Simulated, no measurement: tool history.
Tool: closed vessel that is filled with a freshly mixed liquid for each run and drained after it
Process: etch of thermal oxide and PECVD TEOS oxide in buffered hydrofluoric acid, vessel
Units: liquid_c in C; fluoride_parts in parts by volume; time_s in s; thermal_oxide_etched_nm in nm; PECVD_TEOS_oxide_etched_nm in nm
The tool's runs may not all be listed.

| run | hour | liquid_c | fluoride_parts | time_s | thermal_oxide_etched_nm | PECVD_TEOS_oxide_etched_nm |
|---|---|---|---|---|---|---|
| 1 | 0.0 | 21 | 17.5 | 60 | 29.996 | 37.950 |
| 2 | 6.8 | 20 | 18.5 | 60 | 27.178 | 34.180 |
| 3 | 11.7 | 19 | 19.0 | 60 | 24.654 | 31.049 |
| 4 | 14.9 | 19 | 19.0 | 75 | 31.507 | 38.974 |
| 5 | 20.7 | 17 | 19.0 | 75 | 27.744 | 35.179 |
| 6 | 29.4 | 17 | 15.0 | 75 | 35.284 | 44.100 |
| 7 | 38.4 | 17 | 17.5 | 75 | 30.154 | 37.824 |
| 8 | 42.1 | 17 | 19.5 | 75 | 27.099 | 33.952 |
| 9 | 49.9 | 17 | 21.0 | 75 | 26.036 | 31.974 |
| 10 | 51.3 | 17 | 22.0 | 75 | 24.792 | 30.947 |

Run 11 comes next. What will it give?
| 11 | 55.0 | 17 | 23.0 | 75 | ? | ? |

thermal_oxide_etched_nm: 24.249 nm
PECVD_TEOS_oxide_etched_nm: 30.263 nm
